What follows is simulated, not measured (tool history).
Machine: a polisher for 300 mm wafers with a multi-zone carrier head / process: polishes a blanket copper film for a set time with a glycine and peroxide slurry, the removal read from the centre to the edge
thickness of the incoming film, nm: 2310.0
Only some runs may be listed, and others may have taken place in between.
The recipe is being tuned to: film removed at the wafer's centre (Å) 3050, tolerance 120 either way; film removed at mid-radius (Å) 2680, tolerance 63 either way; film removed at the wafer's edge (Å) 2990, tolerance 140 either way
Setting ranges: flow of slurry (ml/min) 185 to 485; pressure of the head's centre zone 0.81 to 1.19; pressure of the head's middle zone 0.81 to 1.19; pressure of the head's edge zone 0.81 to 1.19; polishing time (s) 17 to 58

run,hour,flow of slurry (ml/min),pressure of the head's centre zone,pressure of the head's middle zone,pressure of the head's edge zone,polishing time (s),film removed at the wafer's centre (Å),film removed at mid-radius (Å),film removed at the wafer's edge (Å)
1,0,310,1,1,1,37,1839.2,2044.4,2033
2,6.3,320,1.04,0.99,1.04,40,2114.6,2209.5,2269.4
3,13.6,320,1.04,0.99,1.1,40,2083.9,2176.8,2300.9
4,17.5,330,1.07,0.99,1.12,42,2225.9,2338.4,2497.8
5,21.9,330,1.07,0.99,1.07,42,2256.3,2332,2389.1
6,28.8,330,1.07,1.04,1.07,42,2239.6,2394,2398.4
7,30.2,335,1.1,1.01,1.09,44,2420.2,2472.6,2575.6
8,31.1,340,1.12,0.99,1.09,45,2537.9,2496,2572.8
# hour 32.5: centre zone pressure recalibrated
9,32.5,340,1.14,0.97,1.11,46,2911.7,2520.5,2716.9
10,38.4,345,1.14,0.97,1.13,46,2866.1,2487.8,2644.7
11,46.2,330,1.14,0.97,1.14,47,2942.2,2557,2761.1
12,51.6,335,1.13,0.97,1.15,47,2894.2,2553.8,2854.1
13,59.4,340,1.14,0.97,1.16,47,2884.3,2549.6,2806.2
14,61.6,340,1.14,0.97,1.17,47,2945.3,2530.9,2848.3
15,67.4,340,1.14,0.98,1.17,47,2940.6,2576.6,2889.1

Next run, 5 choices. One meets every target within its allowed miss, the rest don't. Which?
A,73.2,330,1.12,0.97,1.16,50,?,?,?
B,73.2,325,0.96,0.99,1.19,50,?,?,?
C,73.2,300,1.13,0.91,1.19,48,?,?,?
D,73.2,280,1.12,0.89,1.19,50,?,?,?
E,73.2,290,1.15,0.96,1.19,46,?,?,?

move,film removed at the wafer's centre (Å),film removed at mid-radius (Å),film removed at the wafer's edge (Å)
A,3024.3,2688.8,3058
B,2631,2733.3,3094.6
C,2894.1,2423.1,2955.1
D,2964.6,2458.8,3060.7
E,2807.2,2418.9,2822
A: all results in spec
B: the furthest-off result lands on target, but another misses its tolerance
C: the biggest miss grows against the last run
D: the biggest miss grows against the last run
E: the biggest miss grows against the last run
Answer: A

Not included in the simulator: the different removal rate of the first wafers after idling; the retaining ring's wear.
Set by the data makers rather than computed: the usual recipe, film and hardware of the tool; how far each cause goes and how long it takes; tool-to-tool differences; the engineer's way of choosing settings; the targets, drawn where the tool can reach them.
